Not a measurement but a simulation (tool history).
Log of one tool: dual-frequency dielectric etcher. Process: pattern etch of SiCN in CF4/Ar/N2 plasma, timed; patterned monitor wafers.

run,hour,source power (kW),bias power (kW),Ar flow (sccm),CF4 flow (sccm),etch time (s),mean etch depth across the wafer (angstrom)
1,0,0.43,0.082,119,45,202,1608.6
2,1.3,0.46,0.082,119,45,202,1669.2
3,9,0.46,0.082,110,45,202,1690.5
4,9.5,0.46,0.082,110,45,202,1713.1
5,11.4,0.47,0.082,110,45,202,1731.1
6,18.1,0.47,0.082,110,39,202,1693.5
7,26.2,0.48,0.082,110,39,202,1695.9

What will run 8 give?
8,27.8,0.49,0.082,110,39,202,?

{"run 8": {"mean etch depth across the wafer (angstrom)": 1730.4}}

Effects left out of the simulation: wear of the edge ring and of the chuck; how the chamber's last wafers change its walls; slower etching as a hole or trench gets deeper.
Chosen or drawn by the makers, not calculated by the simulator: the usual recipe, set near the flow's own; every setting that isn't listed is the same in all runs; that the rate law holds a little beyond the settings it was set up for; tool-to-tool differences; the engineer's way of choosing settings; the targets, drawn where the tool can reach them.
